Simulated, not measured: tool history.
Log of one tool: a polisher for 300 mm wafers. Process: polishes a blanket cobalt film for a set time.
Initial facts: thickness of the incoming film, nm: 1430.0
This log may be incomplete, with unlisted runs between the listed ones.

run,hour,flow of slurry (ml/min),pressure of the wafer on the pad (psi),speed of the pad under the wafer (m/s),polishing time (s),film removed (angstrom)
1,0.0,165,2.2,1.04,99,5216.4
2,7.3,165,2.4,1.04,99,5816.7
3,16.0,165,2.5,1.04,99,6021.1
4,22.9,165,2.5,0.80,99,4813.8
# hour 26.8: head pressure recalibrated
5,26.8,165,2.5,0.80,99,4429.2
6,33.1,165,2.7,0.82,99,4828.5
7,36.6,165,2.9,0.86,99,5469.1
8,38.2,180,3.5,0.92,99,7038.6
9,42.1,180,3.5,0.94,99,7155.1

What does the tool deliver on the next run?
10,43.2,180,3.5,0.96,99,?

{"run 10": {"film removed (angstrom)": 7318.3}}
